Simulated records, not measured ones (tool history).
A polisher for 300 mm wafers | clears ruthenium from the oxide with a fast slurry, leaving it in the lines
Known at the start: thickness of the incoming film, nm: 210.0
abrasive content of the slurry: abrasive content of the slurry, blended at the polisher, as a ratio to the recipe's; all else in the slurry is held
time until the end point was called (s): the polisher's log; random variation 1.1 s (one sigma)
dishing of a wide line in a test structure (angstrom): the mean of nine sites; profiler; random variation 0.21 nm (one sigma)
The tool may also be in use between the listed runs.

run  hour  flow of slurry (ml/min)  pressure of the wafer on the pad (psi)  speed of the pad under the wafer (m/s)  abrasive content of the slurry  overpolish time after the end point (s)  time until the end point was called (s)  dishing of a wide line in a test structure (angstrom)
  1     0                      195                                     2.9                                    0.84                               1                                        9                                   72.367                                                 216.28
  2   7.1                      230                                     2.9                                    0.84                               1                                        9                                   69.841                                                 220.93
  3  10.6                      200                                     2.9                                    0.84                               1                                        9                                   71.503                                                 211.27
  4  15.6                      200                                     2.3                                    0.84                               1                                        9                                   89.842                                                 173.05
  5  20.3                      205                                     2.3                                    0.84                               1                                        9                                   89.704                                                 177.68
  6  24.1                      170                                     2.3                                    0.84                               1                                        9                                    93.64                                                 171.59

The next listed run, before its measurement:
  7  29.8                      180                                     2.3                                    0.84                               1                                        9                                        ?                                                      ?

Run 7 gave time until the end point was called (s) 90.537, dishing of a wide line in a test structure (angstrom) 177.97.
